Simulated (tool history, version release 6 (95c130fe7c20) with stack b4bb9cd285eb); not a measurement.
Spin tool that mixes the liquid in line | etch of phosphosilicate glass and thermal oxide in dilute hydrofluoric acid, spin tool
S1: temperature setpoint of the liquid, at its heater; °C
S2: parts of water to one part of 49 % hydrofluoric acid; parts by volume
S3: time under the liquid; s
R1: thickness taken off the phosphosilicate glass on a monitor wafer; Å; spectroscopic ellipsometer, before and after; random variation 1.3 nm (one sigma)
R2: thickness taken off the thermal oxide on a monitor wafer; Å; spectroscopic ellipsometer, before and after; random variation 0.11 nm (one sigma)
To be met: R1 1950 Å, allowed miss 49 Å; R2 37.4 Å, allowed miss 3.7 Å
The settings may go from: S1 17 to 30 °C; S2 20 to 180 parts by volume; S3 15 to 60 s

run	hour	S1	S2	S3	R1	R2
1	0	22	100	30	654.27	12.694
2	2.3	23.5	85	30	837.3	15.928
3	6.1	25	75	30	1024.9	18.744
4	8.6	22	75	30	902.21	17.389
5	15.5	22	75	35	1048.5	20.071
6	20.7	22	50	35	1641.1	31.956
# hour 24.1: hydrofluoric acid flow meter replaced
7	24.1	26	50	35	1751.2	32.795
8	29.1	26.5	50	35	1782.4	33.667

Which of these 4 next moves meets every target?
A	34.1	17	50	60	?	?
B	34.1	29	60	40	?	?
C	34.1	24	55	40	?	?
D	34.1	27.5	35	25	?	?

move	R1	R2
A	2081.5	40.535
B	1874.5	36.504
C	1685.2	32.817
D	1962.9	38.226
A: takes the result that was furthest off past its target
B: nearer than the last run, and not there yet
C: further off than the last run
D: meets every target
Answer: D

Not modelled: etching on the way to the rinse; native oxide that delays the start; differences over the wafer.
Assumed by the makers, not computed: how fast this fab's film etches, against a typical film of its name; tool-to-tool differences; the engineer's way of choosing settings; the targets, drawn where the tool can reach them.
